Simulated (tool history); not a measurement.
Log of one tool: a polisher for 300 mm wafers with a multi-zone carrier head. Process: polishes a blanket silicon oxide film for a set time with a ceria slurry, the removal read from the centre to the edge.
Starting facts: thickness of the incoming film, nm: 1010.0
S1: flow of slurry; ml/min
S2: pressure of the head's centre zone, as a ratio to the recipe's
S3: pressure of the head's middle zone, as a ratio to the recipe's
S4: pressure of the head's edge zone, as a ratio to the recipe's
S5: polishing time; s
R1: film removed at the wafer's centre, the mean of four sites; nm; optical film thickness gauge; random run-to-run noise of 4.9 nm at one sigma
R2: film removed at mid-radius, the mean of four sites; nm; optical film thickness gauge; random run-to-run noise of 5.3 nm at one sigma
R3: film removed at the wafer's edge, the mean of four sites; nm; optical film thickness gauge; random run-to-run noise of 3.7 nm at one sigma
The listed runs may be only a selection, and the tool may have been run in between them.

run	hour	S1	S2	S3	S4	S5	R1	R2	R3
1	0.0	265	1.00	1.00	1.00	77	299.65	308.79	297.11
2	3.8	265	0.93	1.00	1.00	77	277.16	304.91	298.93
3	4.3	265	0.93	1.00	1.00	68	249.96	268.45	266.03
4	9.4	265	0.93	0.97	1.00	68	250.63	262.55	261.97
5	14.9	270	0.97	0.97	1.01	71	278.11	273.09	274.23
6	16.1	275	1.00	0.98	1.03	73	286.65	281.18	281.74
7	20.7	275	1.02	0.98	1.03	76	305.78	295.56	298.90
8	23.5	280	1.04	0.99	1.03	78	316.01	308.51	297.64
9	32.0	280	1.06	0.99	1.03	80	337.22	309.69	316.13

The next listed run, before its measurement:
10	37.1	285	1.08	1.00	1.02	81	?	?	?

R1: 348.75 nm
R2: 330.79 nm
R3: 310.84 nm

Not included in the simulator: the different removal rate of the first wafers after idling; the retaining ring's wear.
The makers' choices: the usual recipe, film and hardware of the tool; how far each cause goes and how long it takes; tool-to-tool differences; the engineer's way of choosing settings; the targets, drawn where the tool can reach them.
